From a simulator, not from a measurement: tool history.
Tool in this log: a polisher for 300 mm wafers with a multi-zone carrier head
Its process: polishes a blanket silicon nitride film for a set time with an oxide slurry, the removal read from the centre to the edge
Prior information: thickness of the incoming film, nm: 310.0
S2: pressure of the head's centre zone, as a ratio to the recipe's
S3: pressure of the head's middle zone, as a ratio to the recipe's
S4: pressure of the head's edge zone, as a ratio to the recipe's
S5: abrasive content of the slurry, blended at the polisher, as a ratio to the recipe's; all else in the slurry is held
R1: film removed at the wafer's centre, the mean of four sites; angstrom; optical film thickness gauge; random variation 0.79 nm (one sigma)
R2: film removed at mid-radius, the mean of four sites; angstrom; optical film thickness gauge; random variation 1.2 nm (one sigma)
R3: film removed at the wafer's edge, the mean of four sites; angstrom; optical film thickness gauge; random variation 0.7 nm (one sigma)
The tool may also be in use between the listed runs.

Run 1, hour 0: flow of slurry (ml/min) 160, S2 1, S3 1, S4 1, S5 1, polishing time (s) 77. Result: R1 695.26 angstrom, R2 713.64 angstrom, R3 714.72 angstrom.
Run 2, hour 7.3: flow of slurry (ml/min) 160, S2 1, S3 1.07, S4 1, S5 1, polishing time (s) 77. Result: R1 688.05 angstrom, R2 753.75 angstrom, R3 712.75 angstrom.
Run 3, hour 10.1: flow of slurry (ml/min) 195, S2 1, S3 1.07, S4 1, S5 1, polishing time (s) 77. Result: R1 721.23 angstrom, R2 745.73 angstrom, R3 728.95 angstrom.
Run 4, hour 19: flow of slurry (ml/min) 195, S2 1, S3 1.07, S4 1.04, S5 1.1, polishing time (s) 77. Result: R1 742.67 angstrom, R2 812.73 angstrom, R3 774.27 angstrom.
Run 5, hour 21: flow of slurry (ml/min) 195, S2 1, S3 1.07, S4 1.04, S5 1, polishing time (s) 77. Result: R1 714.52 angstrom, R2 751.03 angstrom, R3 740.72 angstrom.
Run 6, hour 27.1: flow of slurry (ml/min) 195, S2 1, S3 1.07, S4 1.04, S5 1, polishing time (s) 86. Result: R1 803.7 angstrom, R2 833.15 angstrom, R3 830.29 angstrom.
Run 7, hour 35.1: flow of slurry (ml/min) 195, S2 1, S3 1.07, S4 1.04, S5 1, polishing time (s) 86. Result: R1 805.39 angstrom, R2 840.66 angstrom, R3 838.44 angstrom.
Run 8, hour 41.2: flow of slurry (ml/min) 200, S2 1.01, S3 1.06, S4 1.07, S5 1.05, polishing time (s) 86. Result: R1 838.19 angstrom, R2 841.06 angstrom, R3 854.82 angstrom.
Run 9, hour 43.9: flow of slurry (ml/min) 205, S2 1, S3 1.05, S4 1.1, S5 1.1, polishing time (s) 86. Result: R1 838.78 angstrom, R2 859.07 angstrom, R3 893.39 angstrom.

What will run 10 give?
Run 10, hour 49.5: flow of slurry (ml/min) 210, S2 1, S3 1.05, S4 1.12, S5 1.15, polishing time (s) 86. Result: R1 ?, R2 ?, R3 ?.

{"run 10": {"R1": 867.6, "R2": 906.15, "R3": 911.64}}
